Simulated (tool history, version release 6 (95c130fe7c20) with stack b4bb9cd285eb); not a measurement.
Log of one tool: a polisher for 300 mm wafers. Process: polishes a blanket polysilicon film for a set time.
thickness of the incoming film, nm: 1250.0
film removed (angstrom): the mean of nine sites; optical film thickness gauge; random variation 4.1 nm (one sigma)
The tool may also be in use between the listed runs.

run  hour  flow of slurry (ml/min)  pressure of the wafer on the pad (psi)  speed of the pad under the wafer (cm/s)  polishing time (s)  film removed (angstrom)
  1     0                      240                                       2                                       88                  69                   3000.1
  2   1.1                      240                                     2.1                                       88                  69                   3176.1
  3   4.5                      240                                     2.2                                       88                  69                   3292.1
  4  11.3                      240                                     2.2                                       96                  69                     3515
  5  12.4                      285                                     2.2                                       96                  69                   3676.4
  6  15.6                      290                                     2.3                                       96                  69                   3775.2
  7  20.2                      290                                     2.4                                       96                  69                   3919.3
  8  21.6                      290                                     2.5                                       96                  69                   4071.9
  9  25.5                      290                                     2.5                                       96                  69                   4099.3

Forecast run 10:
 10  26.5                      295                                     2.7                                       96                  69                        ?

film removed (angstrom): 4393.1

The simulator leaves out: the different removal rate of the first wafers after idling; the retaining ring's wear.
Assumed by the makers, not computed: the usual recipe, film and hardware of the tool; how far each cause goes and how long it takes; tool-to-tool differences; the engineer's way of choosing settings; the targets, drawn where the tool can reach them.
